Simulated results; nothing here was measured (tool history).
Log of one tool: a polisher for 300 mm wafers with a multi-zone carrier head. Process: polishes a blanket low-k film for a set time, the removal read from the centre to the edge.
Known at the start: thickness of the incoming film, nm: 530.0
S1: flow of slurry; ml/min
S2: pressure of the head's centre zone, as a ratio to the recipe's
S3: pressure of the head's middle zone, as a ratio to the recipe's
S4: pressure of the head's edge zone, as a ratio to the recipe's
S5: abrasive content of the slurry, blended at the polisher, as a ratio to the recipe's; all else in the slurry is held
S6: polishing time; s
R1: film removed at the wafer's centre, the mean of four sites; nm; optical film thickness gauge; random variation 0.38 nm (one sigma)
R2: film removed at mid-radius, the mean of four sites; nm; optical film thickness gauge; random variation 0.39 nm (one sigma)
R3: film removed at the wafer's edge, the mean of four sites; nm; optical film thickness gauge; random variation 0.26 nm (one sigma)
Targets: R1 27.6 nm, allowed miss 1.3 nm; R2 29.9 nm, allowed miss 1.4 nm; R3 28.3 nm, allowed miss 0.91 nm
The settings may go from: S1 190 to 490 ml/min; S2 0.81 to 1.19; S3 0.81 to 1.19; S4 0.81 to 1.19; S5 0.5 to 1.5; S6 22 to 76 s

| run | day | S1 | S2 | S3 | S4 | S5 | S6 | R1 | R2 | R3 |
|---|---|---|---|---|---|---|---|---|---|---|
| 1 | 0 | 315 | 1 | 1 | 1 | 1 | 49 | 22.9 | 23.455 | 23.417 |
| 2 | 0.025 | 315 | 1.01 | 1.02 | 1.02 | 1.05 | 49 | 23.113 | 24.505 | 24.463 |
| 3 | 0.258 | 320 | 1.04 | 1.04 | 1.03 | 1.1 | 49 | 24.526 | 25.9 | 24.909 |
| 4 | 0.6 | 320 | 1.09 | 1.04 | 1.03 | 1.1 | 49 | 26.315 | 25.662 | 24.997 |
| 5 | 0.862 | 320 | 1.09 | 1.05 | 1.05 | 1.15 | 49 | 26.123 | 26.528 | 25.966 |
| 6 | 0.892 | 325 | 1.1 | 1.06 | 1.06 | 1.15 | 49 | 27.189 | 27.046 | 26.277 |
| 7 | 0.992 | 330 | 1.1 | 1.07 | 1.07 | 1.15 | 49 | 26.452 | 26.713 | 25.928 |
| 8 | 1.125 | 330 | 1.1 | 1.08 | 1.07 | 1.2 | 49 | 28.115 | 27.896 | 26.512 |
|  | 1.496 | centre zone pressure recalibrated |
| 9 | 1.496 | 330 | 1.1 | 1.08 | 1.07 | 1.2 | 49 | 28.689 | 27.293 | 26.371 |
| 10 | 1.617 | 310 | 1.07 | 1.09 | 1.08 | 1.2 | 50 | 28.747 | 28.67 | 27.01 |

Which of these 5 next moves meets every target?
| A | 1.738 | 445 | 1 | 1.08 | 1.09 | 1.15 | 57 | ? | ? | ? |
| B | 1.738 | 410 | 0.86 | 1.09 | 1.1 | 0.95 | 58 | ? | ? | ? |
| C | 1.738 | 395 | 0.87 | 1.04 | 1.15 | 1 | 59 | ? | ? | ? |
| D | 1.738 | 250 | 1.05 | 0.95 | 0.99 | 1.45 | 51 | ? | ? | ? |
| E | 1.738 | 370 | 0.99 | 1.1 | 1.08 | 1.1 | 53 | ? | ? | ? |

| move | R1 | R2 | R3 |
|---|---|---|---|
| A | 30.469 | 32.98 | 31.256 |
| B | 24.176 | 30.42 | 28.75 |
| C | 25.496 | 30.506 | 30.743 |
| D | 29.687 | 27.714 | 28.345 |
| E | 27.036 | 30.049 | 27.985 |
A: takes the result that was furthest off past its target
B: brings the result that was furthest off to its target, and leaves another outside
C: takes the result that was furthest off past its target
D: brings the result that was furthest off to its target, and leaves another outside
E: meets every target
Move E is the one to make.

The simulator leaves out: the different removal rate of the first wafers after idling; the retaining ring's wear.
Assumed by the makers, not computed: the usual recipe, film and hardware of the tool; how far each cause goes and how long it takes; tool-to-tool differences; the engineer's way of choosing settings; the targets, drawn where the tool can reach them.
